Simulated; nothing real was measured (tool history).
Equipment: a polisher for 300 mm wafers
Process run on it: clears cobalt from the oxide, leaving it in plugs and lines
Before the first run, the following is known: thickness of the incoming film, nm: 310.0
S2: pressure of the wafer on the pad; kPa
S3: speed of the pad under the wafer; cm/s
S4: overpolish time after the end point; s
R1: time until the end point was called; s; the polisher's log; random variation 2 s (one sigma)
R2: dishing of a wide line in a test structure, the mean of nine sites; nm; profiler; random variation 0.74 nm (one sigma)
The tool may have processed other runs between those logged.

Run 1, hour 0.0: flow of slurry (ml/min) 205, S2 11.0 kPa, S3 120 cm/s, S4 9 s. Result: R1 61.816 s, R2 40.153 nm.
Run 2, hour 7.2: flow of slurry (ml/min) 205, S2 11.0 kPa, S3 120 cm/s, S4 7 s. Result: R1 64.486 s, R2 32.098 nm.
Run 3, hour 15.9: flow of slurry (ml/min) 205, S2 11.0 kPa, S3 90 cm/s, S4 7 s. Result: R1 84.278 s, R2 26.997 nm.
Run 4, hour 20.8: flow of slurry (ml/min) 205, S2 9.7 kPa, S3 90 cm/s, S4 7 s. Result: R1 95.900 s, R2 23.725 nm.
Run 5, hour 24.3: flow of slurry (ml/min) 205, S2 9.7 kPa, S3 90 cm/s, S4 6 s. Result: R1 96.570 s, R2 20.876 nm.
Run 6, hour 28.9: flow of slurry (ml/min) 205, S2 9.0 kPa, S3 88 cm/s, S4 7 s. Result: R1 104.950 s, R2 20.455 nm.

Expected results for the next run?
Run 7, hour 37.5: flow of slurry (ml/min) 205, S2 9.0 kPa, S3 86 cm/s, S4 8 s. Result: R1 ?, R2 ?.

{"run 7": {"R1": 107.31, "R2": 23.604}}
